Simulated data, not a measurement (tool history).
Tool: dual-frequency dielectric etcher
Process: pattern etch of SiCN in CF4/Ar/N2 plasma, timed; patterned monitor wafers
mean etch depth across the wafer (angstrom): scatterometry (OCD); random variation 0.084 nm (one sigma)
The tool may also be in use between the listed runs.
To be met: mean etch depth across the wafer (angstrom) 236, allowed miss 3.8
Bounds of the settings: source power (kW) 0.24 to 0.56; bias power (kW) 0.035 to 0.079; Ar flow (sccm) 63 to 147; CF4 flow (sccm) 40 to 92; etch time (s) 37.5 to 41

run	hour	source power (kW)	bias power (kW)	Ar flow (sccm)	CF4 flow (sccm)	etch time (s)	mean etch depth across the wafer (angstrom)
1	0	0.4	0.057	105	66	41	289.99
2	3.7	0.46	0.057	105	66	41	320.28
3	6.5	0.46	0.049	105	66	41	309.08
4	10.4	0.42	0.048	105	66	41	288.14
5	16.1	0.39	0.048	105	66	41	272.34
6	24.4	0.39	0.04	105	66	41	260.54
7	26.4	0.37	0.04	105	66	41	249.15
8	27.1	0.36	0.04	105	66	41	245.25
9	35.7	0.35	0.04	105	66	41	241.19

Which of these 4 next moves meets every target?
A	44.3	0.36	0.036	109	61	40	?
B	44.3	0.37	0.036	112	61	40.5	?
C	44.3	0.38	0.036	127	82	40.5	?
D	44.3	0.38	0.037	93	67	40.5	?

move	mean etch depth across the wafer (angstrom)
A	228.33
B	234.51
C	245.91
D	253.54
A: takes the result that was furthest off past its target
B: meets every target
C: further off than the last run
D: further off than the last run
The right move is B.
